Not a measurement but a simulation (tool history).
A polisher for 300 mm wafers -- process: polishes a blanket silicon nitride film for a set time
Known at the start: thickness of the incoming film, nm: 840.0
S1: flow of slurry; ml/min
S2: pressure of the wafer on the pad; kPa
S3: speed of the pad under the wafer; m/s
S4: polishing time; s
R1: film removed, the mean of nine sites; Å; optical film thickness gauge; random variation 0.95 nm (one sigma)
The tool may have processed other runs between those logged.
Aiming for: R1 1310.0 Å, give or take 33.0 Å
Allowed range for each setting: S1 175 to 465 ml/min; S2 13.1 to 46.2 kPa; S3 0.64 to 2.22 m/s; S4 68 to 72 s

{"run": 1, "hour": 0.0, "S1": 295, "S2": 29.6, "S3": 1.42, "S4": 68, "R1": 1714.8}
{"run": 2, "hour": 2.6, "S1": 265, "S2": 29.6, "S3": 1.42, "S4": 68, "R1": 1680.9}
{"run": 3, "hour": 7.6, "S1": 305, "S2": 29.6, "S3": 1.42, "S4": 68, "R1": 1712.5}
{"run": 4, "hour": 15.6, "S1": 300, "S2": 28.3, "S3": 1.42, "S4": 68, "R1": 1615.9}
{"run": 5, "hour": 24.0, "S1": 300, "S2": 27.6, "S3": 1.42, "S4": 68, "R1": 1601.0}
{"run": 6, "hour": 33.0, "S1": 300, "S2": 27.6, "S3": 1.58, "S4": 68, "R1": 1745.8}
{"run": 7, "hour": 34.9, "S1": 295, "S2": 26.2, "S3": 1.58, "S4": 68, "R1": 1628.7}
{"run": 8, "hour": 42.9, "S1": 285, "S2": 25.5, "S3": 1.58, "S4": 68, "R1": 1579.6}
{"run": 9, "hour": 48.8, "S1": 275, "S2": 24.8, "S3": 1.58, "S4": 68, "R1": 1536.4}
{"run": 10, "hour": 51.6, "S1": 265, "S2": 24.1, "S3": 1.58, "S4": 68, "R1": 1502.4}
{"run": 11, "hour": 53.7, "S1": 260, "S2": 19.3, "S3": 1.58, "S4": 68, "R1": 1203.4}
{"run": 12, "hour": 58.7, "S1": 270, "S2": 19.3, "S3": 1.58, "S4": 68, "R1": 1216.5}
{"run": 13, "hour": 62.9, "S1": 280, "S2": 19.3, "S3": 1.58, "S4": 68, "R1": 1222.2}
{"run": 14, "hour": 67.8, "S1": 305, "S2": 21.4, "S3": 1.58, "S4": 68, "R1": 1375.6}
{"run": 15, "hour": 70.9, "S1": 300, "S2": 21.4, "S3": 1.58, "S4": 68, "R1": 1356.0}

Next run, 5 choices. One meets every target within its allowed miss, the rest don't. Which?
{"run": "A", "hour": 74.0, "S1": 325, "S2": 22.8, "S3": 1.5, "S4": 68, "R1": "?"}
{"run": "B", "hour": 74.0, "S1": 315, "S2": 20.0, "S3": 1.66, "S4": 72, "R1": "?"}
{"run": "C", "hour": 74.0, "S1": 290, "S2": 20.7, "S3": 1.56, "S4": 68, "R1": "?"}
{"run": "D", "hour": 74.0, "S1": 240, "S2": 19.3, "S3": 1.86, "S4": 68, "R1": "?"}
{"run": "E", "hour": 74.0, "S1": 255, "S2": 21.4, "S3": 1.66, "S4": 69, "R1": "?"}

move=A R1=1417.5
move=B R1=1423.0
move=C R1=1318.9
move=D R1=1380.0
move=E R1=1428.8
A: moves away from the targets compared with the last run
B: moves away from the targets compared with the last run
C: all results in spec
D: moves away from the targets compared with the last run
E: moves away from the targets compared with the last run
Move C is the one to make.

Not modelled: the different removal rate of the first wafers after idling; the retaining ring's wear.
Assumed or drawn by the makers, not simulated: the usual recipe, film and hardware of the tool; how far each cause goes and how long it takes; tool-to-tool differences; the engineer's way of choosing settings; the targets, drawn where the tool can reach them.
